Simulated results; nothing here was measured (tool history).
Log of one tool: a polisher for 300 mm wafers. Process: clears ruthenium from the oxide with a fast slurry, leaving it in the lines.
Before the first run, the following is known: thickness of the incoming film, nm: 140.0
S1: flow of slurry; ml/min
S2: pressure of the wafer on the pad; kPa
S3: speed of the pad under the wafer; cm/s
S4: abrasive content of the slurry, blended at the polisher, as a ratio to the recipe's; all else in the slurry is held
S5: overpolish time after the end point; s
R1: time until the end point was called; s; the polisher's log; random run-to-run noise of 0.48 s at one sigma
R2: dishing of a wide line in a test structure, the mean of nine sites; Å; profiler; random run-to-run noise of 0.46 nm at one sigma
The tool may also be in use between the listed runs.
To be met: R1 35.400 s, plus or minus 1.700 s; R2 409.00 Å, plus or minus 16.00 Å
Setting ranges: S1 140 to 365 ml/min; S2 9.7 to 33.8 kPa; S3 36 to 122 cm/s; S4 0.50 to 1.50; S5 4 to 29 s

Run 1, hour 0.0: S1 235 ml/min, S2 21.4 kPa, S3 78 cm/s, S4 1.00, S5 15 s. Result: R1 45.208 s, R2 282.03 Å.
Run 2, hour 2.6: S1 235 ml/min, S2 21.4 kPa, S3 78 cm/s, S4 1.00, S5 19 s. Result: R1 44.809 s, R2 323.28 Å.
Run 3, hour 8.7: S1 235 ml/min, S2 22.1 kPa, S3 78 cm/s, S4 1.00, S5 19 s. Result: R1 41.866 s, R2 326.22 Å.
Run 4, hour 16.2: S1 235 ml/min, S2 22.1 kPa, S3 88 cm/s, S4 1.00, S5 19 s. Result: R1 39.651 s, R2 345.46 Å.
Run 5, hour 19.9: S1 235 ml/min, S2 22.1 kPa, S3 88 cm/s, S4 1.15, S5 19 s. Result: R1 35.169 s, R2 363.46 Å.
Run 6, hour 24.4: S1 235 ml/min, S2 22.1 kPa, S3 88 cm/s, S4 1.15, S5 20 s. Result: R1 35.938 s, R2 369.49 Å.
Run 7, hour 25.3: S1 235 ml/min, S2 22.1 kPa, S3 88 cm/s, S4 1.15, S5 21 s. Result: R1 35.678 s, R2 381.60 Å.
Run 8, hour 33.6: S1 235 ml/min, S2 22.1 kPa, S3 88 cm/s, S4 1.15, S5 22 s. Result: R1 34.382 s, R2 389.33 Å.

Which of these 4 next moves meets every target?
Run A, hour 41.9: S1 270 ml/min, S2 23.4 kPa, S3 82 cm/s, S4 1.50, S5 17 s. Result: R1 ?, R2 ?.
Run B, hour 41.9: S1 275 ml/min, S2 23.4 kPa, S3 78 cm/s, S4 1.20, S5 25 s. Result: R1 ?, R2 ?.
Run C, hour 41.9: S1 190 ml/min, S2 26.2 kPa, S3 70 cm/s, S4 1.10, S5 28 s. Result: R1 ?, R2 ?.
Run D, hour 41.9: S1 185 ml/min, S2 20.0 kPa, S3 94 cm/s, S4 1.10, S5 27 s. Result: R1 ?, R2 ?.

move      R1      R2
   A  30.979  367.73
   B  35.922  405.49
   C  38.953  410.18
   D  38.901  405.09
A: moves away from the targets compared with the last run
B: meets every target
C: puts the biggest miss on target and leaves a different result outside tolerance
D: puts the biggest miss on target and leaves a different result outside tolerance
The right move is B.
